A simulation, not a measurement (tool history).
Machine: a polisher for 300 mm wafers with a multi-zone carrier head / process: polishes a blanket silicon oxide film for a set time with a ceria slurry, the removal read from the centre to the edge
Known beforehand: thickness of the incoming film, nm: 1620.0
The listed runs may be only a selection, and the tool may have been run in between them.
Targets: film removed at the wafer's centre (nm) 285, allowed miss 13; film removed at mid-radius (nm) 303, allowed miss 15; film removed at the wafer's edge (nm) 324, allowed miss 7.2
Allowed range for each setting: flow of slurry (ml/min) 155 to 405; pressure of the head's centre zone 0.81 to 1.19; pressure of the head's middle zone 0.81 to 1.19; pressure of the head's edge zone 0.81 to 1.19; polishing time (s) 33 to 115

run    day  flow of slurry (ml/min)  pressure of the head's centre zone  pressure of the head's middle zone  pressure of the head's edge zone  polishing time (s)  film removed at the wafer's centre (nm)  film removed at mid-radius (nm)  film removed at the wafer's edge (nm)
  1      0                      260                                   1                                   1                                 1                  73                                   212.15                            211.9                                 210.99
  2  0.192                      265                                0.99                                   1                              1.03                  77                                   217.56                           222.11                                  229.6
  3  0.321                      265                                0.93                                   1                              1.03                  77                                   211.28                           219.45                                 229.67
  4  0.488                      265                                0.93                                   1                              1.03                  66                                   178.74                           195.21                                 197.68
  5  0.575                      265                                0.93                                0.93                              1.03                  66                                   176.57                           186.64                                  196.7
  6  0.679                      275                                0.93                                0.96                              1.05                  71                                   194.46                           203.73                                 215.56
  7  0.838                      285                                0.93                                0.99                              1.07                  75                                   202.74                            218.2                                 226.28
  8  1.079                      290                                0.94                                0.99                              1.14                  96                                   261.81                           287.33                                 303.22
  9  1.112                      290                                0.94                                0.99                              1.14                  96                                   265.79                           283.58                                  300.1
 10  1.462                      290                                0.94                                0.99                              1.15                  97                                   263.93                           290.69                                 310.57
 11  1.662                      295                                0.95                                0.99                              1.15                  97                                   270.28                           275.83                                 307.11

4 candidate next runs follow, results not yet known. Just one meets every target within its allowed miss. Identify it.
  A  1.862                      245                                0.94                                0.97                              1.12                 105                                        ?                                ?                                      ?
  B  1.862                      405                                1.18                                   1                              1.06                  93                                        ?                                ?                                      ?
  C  1.862                      305                                0.88                                0.93                              1.19                  98                                        ?                                ?                                      ?
  D  1.862                      290                                0.94                                1.17                              1.02                 101                                        ?                                ?                                      ?

move  film removed at the wafer's centre (nm)  film removed at mid-radius (nm)  film removed at the wafer's edge (nm)
   A                                   280.63                           303.08                                  324.7
   B                                   315.61                            285.7                                 290.35
   C                                    255.5                           284.53                                 318.73
   D                                   276.05                           325.42                                 302.09
A: each result inside its tolerance
B: lands further from the targets than the last run did
C: the furthest-off result lands on target, but another misses its tolerance
D: lands further from the targets than the last run did
A is the move that brings every result within its allowed miss.
